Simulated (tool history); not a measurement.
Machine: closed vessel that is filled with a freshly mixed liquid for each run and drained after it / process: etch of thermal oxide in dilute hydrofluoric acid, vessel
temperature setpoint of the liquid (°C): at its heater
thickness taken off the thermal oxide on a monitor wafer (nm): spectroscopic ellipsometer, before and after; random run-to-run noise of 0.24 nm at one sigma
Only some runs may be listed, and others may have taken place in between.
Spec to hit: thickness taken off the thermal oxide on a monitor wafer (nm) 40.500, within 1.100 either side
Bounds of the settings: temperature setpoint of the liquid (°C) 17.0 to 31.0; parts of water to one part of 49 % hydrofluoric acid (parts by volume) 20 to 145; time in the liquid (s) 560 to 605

run	day	temperature setpoint of the liquid (°C)	parts of water to one part of 49 % hydrofluoric acid (parts by volume)	time in the liquid (s)	thickness taken off the thermal oxide on a monitor wafer (nm)
1	0.000	23.0	80	560	35.915
2	0.179	23.0	80	560	35.720
3	0.396	24.0	80	560	37.548
4	0.700	21.0	80	560	33.073
5	0.975	22.5	80	560	35.060
6	1.300	22.5	60	560	47.905
7	1.408	21.5	60	560	46.038
8	1.575	20.5	60	560	43.985
9	1.654	20.0	60	560	42.895
10	1.792	19.5	60	560	42.593

Consider the 5 candidate settings below. Which is the only one whose results all fall within their allowed miss of target?
A	1.929	17.5	55	605	?
B	1.929	17.0	55	595	?
C	1.929	18.5	55	560	?
D	1.929	17.5	60	590	?
E	1.929	18.0	55	575	?

move	thickness taken off the thermal oxide on a monitor wafer (nm)
A	45.893
B	44.169
C	44.346
D	40.797
E	44.567
A: further off than the last run
B: further off than the last run
C: further off than the last run
D: in spec on every target
E: further off than the last run
Go with D: it meets all targets.

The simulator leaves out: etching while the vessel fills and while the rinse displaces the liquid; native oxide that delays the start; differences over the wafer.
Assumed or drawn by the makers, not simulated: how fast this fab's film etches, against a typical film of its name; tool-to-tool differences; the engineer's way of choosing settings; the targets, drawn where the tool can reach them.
